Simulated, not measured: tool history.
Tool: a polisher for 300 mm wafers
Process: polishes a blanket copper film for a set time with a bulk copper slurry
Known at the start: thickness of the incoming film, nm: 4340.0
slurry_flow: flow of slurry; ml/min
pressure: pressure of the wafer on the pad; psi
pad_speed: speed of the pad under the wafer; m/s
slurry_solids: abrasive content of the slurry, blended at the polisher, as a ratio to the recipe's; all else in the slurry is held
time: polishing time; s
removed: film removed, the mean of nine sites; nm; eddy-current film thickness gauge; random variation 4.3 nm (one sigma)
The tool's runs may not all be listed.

run,day,slurry_flow,pressure,pad_speed,slurry_solids,time,removed
1,0,245,1.9,1.22,1,83,740.65
2,0.179,245,1.9,1.22,0.9,83,731.54
3,0.496,305,1.9,1.22,0.9,83,749.81
4,0.65,305,1.9,1.22,1.1,83,783.71
5,0.817,300,1.7,1.22,1.1,83,711.98
6,1.075,300,1.7,1.22,0.9,83,679.35
7,1.192,295,1.6,1.22,0.9,83,642.15

Run 8 comes next. What will it give?
8,1.412,290,1.5,1.22,0.9,83,?

{"run 8": {"removed": 592.11}}

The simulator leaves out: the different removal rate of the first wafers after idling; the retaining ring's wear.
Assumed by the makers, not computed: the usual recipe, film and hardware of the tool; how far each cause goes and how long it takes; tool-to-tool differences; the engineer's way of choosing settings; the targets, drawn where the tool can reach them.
